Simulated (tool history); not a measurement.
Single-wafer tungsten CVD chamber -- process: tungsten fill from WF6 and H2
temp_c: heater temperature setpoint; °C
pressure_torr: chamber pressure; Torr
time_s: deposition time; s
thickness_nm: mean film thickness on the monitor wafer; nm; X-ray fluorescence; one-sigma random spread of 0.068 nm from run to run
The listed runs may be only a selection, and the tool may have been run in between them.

run  hour  temp_c  pressure_torr  time_s  thickness_nm
  1     0     380           39.4     9.2        21.023
  2   4.9     380           39.4     8.8        20.228
  3   8.8     380           43.4     8.8        21.606
  4    10     380           43.4     8.8        21.417
  5  15.2     380           46.1     8.8        22.386
  6    19     373             46     8.8        18.837
  7  22.6     369           45.9     8.8        16.933

Estimate the outcome of run 8 from the log above:
  8  30.5     367           45.9     8.8             ?

Run 8 yielded thickness_nm 16.321 nm.

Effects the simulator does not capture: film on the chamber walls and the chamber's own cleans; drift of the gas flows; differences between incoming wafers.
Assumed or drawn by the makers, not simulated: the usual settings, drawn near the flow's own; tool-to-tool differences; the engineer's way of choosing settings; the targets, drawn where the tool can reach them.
